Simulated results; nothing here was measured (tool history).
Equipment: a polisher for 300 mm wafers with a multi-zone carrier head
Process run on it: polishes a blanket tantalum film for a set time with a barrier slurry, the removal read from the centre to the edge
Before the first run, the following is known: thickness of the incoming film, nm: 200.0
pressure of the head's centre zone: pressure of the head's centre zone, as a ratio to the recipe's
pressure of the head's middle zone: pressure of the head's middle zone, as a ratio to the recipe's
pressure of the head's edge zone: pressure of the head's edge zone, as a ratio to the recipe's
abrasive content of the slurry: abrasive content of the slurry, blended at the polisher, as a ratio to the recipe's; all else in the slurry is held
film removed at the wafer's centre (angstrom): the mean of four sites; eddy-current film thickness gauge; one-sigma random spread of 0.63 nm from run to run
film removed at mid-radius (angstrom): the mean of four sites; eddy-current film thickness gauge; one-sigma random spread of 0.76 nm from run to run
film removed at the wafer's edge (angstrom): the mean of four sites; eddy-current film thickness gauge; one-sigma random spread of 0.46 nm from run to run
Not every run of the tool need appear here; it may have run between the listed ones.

| run | day | flow of slurry (ml/min) | pressure of the head's centre zone | pressure of the head's middle zone | pressure of the head's edge zone | abrasive content of the slurry | polishing time (s) | film removed at the wafer's centre (angstrom) | film removed at mid-radius (angstrom) | film removed at the wafer's edge (angstrom) |
|---|---|---|---|---|---|---|---|---|---|---|
| 1 | 0 | 185 | 1 | 1 | 1 | 1 | 27 | 832.58 | 858.76 | 863.91 |
| 2 | 0.029 | 175 | 0.96 | 0.99 | 0.96 | 0.85 | 26 | 752.48 | 773.41 | 785.68 |
| 3 | 0.367 | 165 | 0.91 | 1 | 0.94 | 0.75 | 25 | 664.73 | 731.07 | 728.07 |
| 4 | 0.675 | 165 | 0.91 | 1.08 | 0.94 | 0.75 | 25 | 667.65 | 771.77 | 721.09 |
| 5 | 0.921 | 165 | 0.91 | 1.08 | 1.01 | 0.75 | 25 | 669.58 | 765.99 | 740.3 |
| 6 | 1.179 | 165 | 0.91 | 1.08 | 1.01 | 0.95 | 25 | 712.52 | 810.43 | 789.19 |
| 7 | 1.271 | 160 | 0.9 | 1.06 | 0.98 | 0.8 | 25 | 663.72 | 771.5 | 753.74 |

Run 8 comes next. What will it give?
| 8 | 1.446 | 155 | 0.9 | 1.04 | 0.96 | 0.7 | 25 | ? | ? | ? |

For run 8 the tool returned film removed at the wafer's centre (angstrom) 644.01, film removed at mid-radius (angstrom) 736.62, film removed at the wafer's edge (angstrom) 724.36.
